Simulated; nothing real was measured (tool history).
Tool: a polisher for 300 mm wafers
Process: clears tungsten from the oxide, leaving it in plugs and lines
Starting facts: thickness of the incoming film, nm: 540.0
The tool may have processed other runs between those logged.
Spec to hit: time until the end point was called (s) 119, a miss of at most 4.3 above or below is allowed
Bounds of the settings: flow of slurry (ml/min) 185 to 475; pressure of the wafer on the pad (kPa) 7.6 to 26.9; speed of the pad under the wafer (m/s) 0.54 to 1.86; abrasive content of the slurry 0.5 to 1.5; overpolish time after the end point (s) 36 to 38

run,hour,flow of slurry (ml/min),pressure of the wafer on the pad (kPa),speed of the pad under the wafer (m/s),abrasive content of the slurry,overpolish time after the end point (s),time until the end point was called (s)
1,0,305,17.2,1.18,1,36,200.65
2,7,370,17.2,1.18,1,36,198.67
3,10.3,405,17.2,1.18,1,36,193.27
4,13.2,405,17.2,1.18,1.1,36,191.69
5,20.7,405,17.2,1.18,1.1,36,192.26
6,28,405,18.6,1.18,1.1,36,177.07
7,33.9,405,20,1.18,1.1,36,167.55
8,40.2,405,24.8,1.2,1.1,36,134.38
9,42.9,405,25.5,1.2,1.1,36,129.07
10,49.9,405,26.9,1.2,1.1,36,122.08

Consider the 4 candidate settings below. Which is the only one whose results all fall within their allowed miss of target?
A,56.9,345,25.5,1.2,1.1,38,?
B,56.9,475,26.9,1.16,1.35,36,?
C,56.9,340,26.2,1.22,1.05,38,?
D,56.9,335,26.9,1.16,1.05,36,?

move,time until the end point was called (s)
A,130.45
B,118.59
C,126.81
D,129.99
A: misses by more than the last run did
B: all results land within tolerance of their targets
C: misses by more than the last run did
D: misses by more than the last run did
B is the move that brings every result within its allowed miss.

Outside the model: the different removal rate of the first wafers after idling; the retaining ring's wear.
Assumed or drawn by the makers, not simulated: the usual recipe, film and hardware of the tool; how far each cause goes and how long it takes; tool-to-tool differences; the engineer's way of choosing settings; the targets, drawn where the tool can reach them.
